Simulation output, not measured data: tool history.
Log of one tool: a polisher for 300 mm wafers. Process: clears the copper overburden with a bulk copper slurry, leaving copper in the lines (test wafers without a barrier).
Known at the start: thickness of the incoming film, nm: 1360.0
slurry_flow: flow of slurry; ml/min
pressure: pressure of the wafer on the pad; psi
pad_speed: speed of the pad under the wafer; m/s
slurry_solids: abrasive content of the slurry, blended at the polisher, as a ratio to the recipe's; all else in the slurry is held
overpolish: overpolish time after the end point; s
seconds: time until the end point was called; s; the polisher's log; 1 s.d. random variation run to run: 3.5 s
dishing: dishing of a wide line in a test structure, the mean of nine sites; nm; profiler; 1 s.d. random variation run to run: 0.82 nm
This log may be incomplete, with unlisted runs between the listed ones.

run	hour	slurry_flow	pressure	pad_speed	slurry_solids	overpolish	seconds	dishing
1	0	165	3	0.86	1	10	177.39	36.005
2	1.8	145	3	0.86	1	10	180.67	36.017
3	3.7	145	3	0.86	1	11	180.23	38.92
4	6	145	3	0.86	0.85	11	189.21	36.76
5	13	145	3	0.86	1	11	184.7	38.099
6	19.5	145	3	0.86	1	8	172.73	30.401
7	27.5	145	3	0.86	1	8	180.75	29.804
8	29.1	150	2.9	0.86	1	9	184.44	32.226

Run 9, settings as shown, results not yet in. Your forecast:
9	37.1	150	2.9	0.86	1	10	?	?

Logged for run 9: seconds 185.22 s, dishing 35.233 nm.
